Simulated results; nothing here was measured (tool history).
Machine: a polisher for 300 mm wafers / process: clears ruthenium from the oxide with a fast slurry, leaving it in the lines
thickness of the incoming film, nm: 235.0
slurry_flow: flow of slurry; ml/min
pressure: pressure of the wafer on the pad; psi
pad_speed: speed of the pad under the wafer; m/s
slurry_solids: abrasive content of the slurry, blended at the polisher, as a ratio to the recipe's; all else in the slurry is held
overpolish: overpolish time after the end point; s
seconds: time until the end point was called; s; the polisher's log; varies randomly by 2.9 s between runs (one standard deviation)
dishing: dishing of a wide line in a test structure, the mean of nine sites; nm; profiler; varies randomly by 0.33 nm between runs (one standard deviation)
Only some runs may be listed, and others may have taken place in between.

{"run": 1, "hour": 0.0, "slurry_flow": 300, "pressure": 1.7, "pad_speed": 0.84, "slurry_solids": 1, "overpolish": 24, "seconds": 112.31, "dishing": 36.126}
{"run": 2, "hour": 5.4, "slurry_flow": 300, "pressure": 1.7, "pad_speed": 0.84, "slurry_solids": 1, "overpolish": 17, "seconds": 112.89, "dishing": 27.755}
{"run": 3, "hour": 12.6, "slurry_flow": 300, "pressure": 1.5, "pad_speed": 0.84, "slurry_solids": 1, "overpolish": 20, "seconds": 127.96, "dishing": 28.042}
{"run": 4, "hour": 19.1, "slurry_flow": 300, "pressure": 1.5, "pad_speed": 0.84, "slurry_solids": 0.9, "overpolish": 20, "seconds": 136.17, "dishing": 27.117}
{"run": 5, "hour": 27.2, "slurry_flow": 300, "pressure": 1.5, "pad_speed": 0.84, "slurry_solids": 0.75, "overpolish": 20, "seconds": 147.84, "dishing": 24.153}
{"run": 6, "hour": 29.1, "slurry_flow": 300, "pressure": 1.5, "pad_speed": 0.74, "slurry_solids": 0.75, "overpolish": 20, "seconds": 169.48, "dishing": 21.29}
{"run": 7, "hour": 30.1, "slurry_flow": 300, "pressure": 1.5, "pad_speed": 0.74, "slurry_solids": 0.75, "overpolish": 22, "seconds": 175.46, "dishing": 23.536}
{"run": 8, "hour": 35.9, "slurry_flow": 300, "pressure": 1.5, "pad_speed": 0.74, "slurry_solids": 0.75, "overpolish": 23, "seconds": 167.94, "dishing": 24.618}
{"run": 9, "hour": 44.7, "slurry_flow": 300, "pressure": 1.5, "pad_speed": 0.74, "slurry_solids": 0.75, "overpolish": 24, "seconds": 162.13, "dishing": 25.738}

What does the tool deliver on the next run?
{"run": 10, "hour": 52.7, "slurry_flow": 300, "pressure": 1.4, "pad_speed": 0.74, "slurry_solids": 0.75, "overpolish": 25, "seconds": "?", "dishing": "?"}

seconds: 178.49 s
dishing: 25.561 nm

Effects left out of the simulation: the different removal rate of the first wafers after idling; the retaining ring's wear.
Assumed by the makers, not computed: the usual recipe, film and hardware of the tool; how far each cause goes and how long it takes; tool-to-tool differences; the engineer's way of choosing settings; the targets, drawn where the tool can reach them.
